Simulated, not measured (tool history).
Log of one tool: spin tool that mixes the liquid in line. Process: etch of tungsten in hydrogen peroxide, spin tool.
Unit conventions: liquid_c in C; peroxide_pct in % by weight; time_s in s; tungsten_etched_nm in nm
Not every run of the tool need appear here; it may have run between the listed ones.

run    day  liquid_c  peroxide_pct  time_s  tungsten_etched_nm
  1  0.000      50.0          17.0      15             11.4300
  2  0.329      43.5          17.0      15              7.6388
  3  0.429      47.0          17.0      15              9.4475
  4  0.646      49.5          17.0      15             11.1690
  5  0.883      49.5          19.5      15             11.8300
  6  1.208      44.0          19.5      15              8.4474

For run 7, what comes out?
  7  1.496      47.0          19.5      15                   ?

Run 7 produced tungsten_etched_nm 10.1930 nm.
